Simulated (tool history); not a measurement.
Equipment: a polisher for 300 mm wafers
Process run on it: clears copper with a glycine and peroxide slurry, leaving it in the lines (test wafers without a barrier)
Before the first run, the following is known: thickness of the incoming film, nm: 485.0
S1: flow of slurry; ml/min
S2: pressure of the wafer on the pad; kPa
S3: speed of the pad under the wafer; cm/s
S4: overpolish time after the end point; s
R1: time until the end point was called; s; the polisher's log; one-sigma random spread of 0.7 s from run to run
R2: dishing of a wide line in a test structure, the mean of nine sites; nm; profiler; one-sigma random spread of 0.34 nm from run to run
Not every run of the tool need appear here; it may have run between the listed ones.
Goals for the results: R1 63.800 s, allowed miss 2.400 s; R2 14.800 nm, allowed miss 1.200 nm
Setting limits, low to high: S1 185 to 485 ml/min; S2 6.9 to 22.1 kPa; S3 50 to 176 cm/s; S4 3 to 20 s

run	hour	S1	S2	S3	S4	R1	R2
1	0.0	310	14.5	112	10	87.402	15.436
2	8.5	310	14.5	132	10	78.157	14.858
3	17.2	310	14.5	132	6	78.351	12.825
4	19.4	310	15.2	132	7	76.402	13.545
5	25.1	310	15.9	132	7	73.226	13.460
6	27.5	310	15.9	104	7	85.706	13.170
7	32.7	310	16.5	104	7	81.973	12.935
8	34.9	310	17.2	104	8	83.057	14.018
9	40.5	310	17.9	106	8	79.038	14.214

Exercise: of the 4 proposed moves below, exactly one satisfies all targets within the stated allowed misses. Which move is it?
A	46.1	330	18.6	124	5	?	?
B	46.1	285	15.2	74	9	?	?
C	46.1	365	22.1	134	11	?	?
D	46.1	290	21.4	124	8	?	?

move	R1	R2
A	68.221	12.844
B	106.530	14.187
C	57.504	15.244
D	62.937	14.764
A: closer than the last run, but not yet in spec
B: misses by more than the last run did
C: the result that was furthest off in the last run now lies on the other side of its target
D: in spec on every target
Move D is the one to make.
